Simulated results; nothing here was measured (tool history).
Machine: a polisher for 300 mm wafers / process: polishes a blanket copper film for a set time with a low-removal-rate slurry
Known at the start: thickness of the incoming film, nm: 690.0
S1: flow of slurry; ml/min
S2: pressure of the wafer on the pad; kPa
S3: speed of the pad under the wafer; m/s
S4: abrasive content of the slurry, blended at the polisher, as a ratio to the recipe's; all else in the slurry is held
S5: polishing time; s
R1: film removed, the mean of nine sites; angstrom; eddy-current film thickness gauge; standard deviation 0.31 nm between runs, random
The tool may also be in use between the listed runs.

{"run": 1, "hour": 0.0, "S1": 220, "S2": 22.8, "S3": 1.16, "S4": 1, "S5": 24, "R1": 1045.5}
{"run": 2, "hour": 3.2, "S1": 220, "S2": 20.7, "S3": 1.16, "S4": 1, "S5": 24, "R1": 950.56}
{"run": 3, "hour": 8.1, "S1": 220, "S2": 20.7, "S3": 1.16, "S4": 1, "S5": 24, "R1": 943.45}
{"run": 4, "hour": 14.2, "S1": 250, "S2": 20.7, "S3": 1.16, "S4": 1, "S5": 24, "R1": 972.09}
{"run": 5, "hour": 15.2, "S1": 250, "S2": 15.2, "S3": 1.16, "S4": 1, "S5": 24, "R1": 713.95}
{"run": 6, "hour": 18.5, "S1": 245, "S2": 14.5, "S3": 1.12, "S4": 1, "S5": 24, "R1": 658.55}
{"run": 7, "hour": 19.4, "S1": 240, "S2": 13.8, "S3": 1.08, "S4": 1, "S5": 24, "R1": 611.55}

Run 8 has not been measured yet. What should we expect?
{"run": 8, "hour": 27.3, "S1": 235, "S2": 13.1, "S3": 1.06, "S4": 1, "S5": 24, "R1": "?"}

Logged for run 8: R1 563.94 angstrom.

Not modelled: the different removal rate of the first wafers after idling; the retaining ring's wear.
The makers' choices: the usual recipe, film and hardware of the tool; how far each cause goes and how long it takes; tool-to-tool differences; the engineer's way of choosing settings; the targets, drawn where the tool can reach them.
